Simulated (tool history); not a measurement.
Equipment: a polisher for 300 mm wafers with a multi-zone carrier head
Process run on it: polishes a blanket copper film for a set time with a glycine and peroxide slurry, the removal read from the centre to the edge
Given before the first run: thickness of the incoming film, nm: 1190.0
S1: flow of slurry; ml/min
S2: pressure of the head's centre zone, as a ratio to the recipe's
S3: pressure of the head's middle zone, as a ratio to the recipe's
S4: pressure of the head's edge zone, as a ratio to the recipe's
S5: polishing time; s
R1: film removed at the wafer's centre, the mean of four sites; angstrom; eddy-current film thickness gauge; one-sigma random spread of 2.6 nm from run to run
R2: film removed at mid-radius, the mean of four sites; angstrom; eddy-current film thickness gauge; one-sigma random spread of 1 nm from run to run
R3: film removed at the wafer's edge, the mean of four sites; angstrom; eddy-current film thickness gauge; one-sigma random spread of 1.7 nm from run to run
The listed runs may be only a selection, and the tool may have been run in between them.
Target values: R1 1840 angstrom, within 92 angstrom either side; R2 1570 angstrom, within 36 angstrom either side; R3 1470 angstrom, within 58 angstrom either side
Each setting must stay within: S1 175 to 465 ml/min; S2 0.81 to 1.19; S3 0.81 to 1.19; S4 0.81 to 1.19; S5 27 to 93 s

run  hour   S1    S2    S3    S4  S5      R1      R2      R3
  1     0  295     1     1     1  59  2353.3    2393  2234.7
  2   6.2  295     1     1  0.94  59  2356.2  2401.6  2183.2
  3   8.1  295     1     1  0.89  59  2414.3  2377.2  2120.3
  4  12.7  295  0.95     1  0.89  59    2287  2409.2  2137.7
  5  18.1  290  0.98  0.98  0.87  54  2073.6    2141  1910.1
  6  21.9  290  0.98  0.93  0.87  54  2149.3  2050.6    1901
     22.8  -- worn pad replaced by a new one
  7  22.8  285     1  0.92  0.85  51  2293.9  2160.8  1995.8
  8  27.5  335     1   0.9  0.84  44  2036.6  1874.7  1746.9
  9  30.7  345  1.01  0.89  0.83  40  1862.1  1671.8  1620.9
 10  36.5  340  1.04  0.91  0.82  38  1781.8  1616.2  1459.5

Exactly one of the 5 candidate moves below puts every result within its allowed miss. Which one?
  A  42.3  325  1.07  0.95  0.81  37   ?   ?   ?
  B  42.3  325  0.99  0.96  0.84  38   ?   ?   ?
  C  42.3  300  1.04  0.93  0.81  39   ?   ?   ?
  D  42.3  315  0.95  0.95  0.84  37   ?   ?   ?
  E  42.3  240  1.09  0.89  0.81  39   ?   ?   ?

move      R1      R2      R3
   A  1792.5  1616.5  1427.2
   B  1702.4  1675.5  1489.2
   C  1819.4  1660.7  1495.5
   D  1584.6  1612.5  1446.8
   E  1850.4  1557.9    1466
A: about the same distance from the targets as the last run
B: its largest miss is bigger than the last run's
C: its largest miss is bigger than the last run's
D: its largest miss is bigger than the last run's
E: all results land within tolerance of their targets
Answer: E
